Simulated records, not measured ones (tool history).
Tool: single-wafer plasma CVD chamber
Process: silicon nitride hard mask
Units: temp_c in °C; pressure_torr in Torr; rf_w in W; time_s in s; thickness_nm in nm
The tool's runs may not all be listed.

| run | hour | temp_c | pressure_torr | rf_w | time_s | thickness_nm |
|---|---|---|---|---|---|---|
| 1 | 0 | 405 | 1.07 | 310 | 25 | 27.29 |
| 2 | 1.7 | 405 | 1.12 | 310 | 25 | 27.51 |
| 3 | 7.2 | 405 | 1.12 | 350 | 25 | 30.163 |
| 4 | 9.9 | 405 | 1.07 | 350 | 25 | 29.908 |
| 5 | 15 | 405 | 1.07 | 350 | 25.8 | 30.662 |
| 6 | 20.5 | 405 | 1 | 350 | 25.8 | 30.163 |
| 7 | 28.6 | 405 | 0.95 | 350 | 25.8 | 29.663 |

Predict the results of run 8:
| 8 | 32.8 | 405 | 0.92 | 350 | 25.8 | ? |

thickness_nm: 29.415 nm
